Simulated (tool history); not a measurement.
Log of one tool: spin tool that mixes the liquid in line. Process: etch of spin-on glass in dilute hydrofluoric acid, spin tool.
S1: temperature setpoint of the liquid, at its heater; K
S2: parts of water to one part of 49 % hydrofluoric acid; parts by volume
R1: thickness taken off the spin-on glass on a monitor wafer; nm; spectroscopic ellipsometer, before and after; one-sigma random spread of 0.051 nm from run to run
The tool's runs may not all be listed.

run 1 day=0 | S1=297.15 S2=140 time_under_the_liquid_(s)=35 | R1=5.8051
run 2 day=0.158 | S1=294.65 S2=140 time_under_the_liquid_(s)=35 | R1=5.2842
run 3 day=0.5 | S1=297.65 S2=120 time_under_the_liquid_(s)=35 | R1=7.0989
run 4 day=0.775 | S1=294.65 S2=120 time_under_the_liquid_(s)=35 | R1=6.3654
run 5 day=0.812 | S1=297.65 S2=110 time_under_the_liquid_(s)=35 | R1=7.8542
run 6 day=1.067 | S1=297.65 S2=110 time_under_the_liquid_(s)=20 | R1=4.4824
run 7 day=1.233 | S1=299.15 S2=85 time_under_the_liquid_(s)=25 | R1=7.994
run 8 day=1.258 | S1=303.15 S2=85 time_under_the_liquid_(s)=25 | R1=9.3225

Run 9, settings as shown, results not yet in. Your forecast:
run 9 day=1.417 | S1=305.15 S2=50 time_under_the_liquid_(s)=25 | R1=?

{"run 9": {"R1": 18.134}}
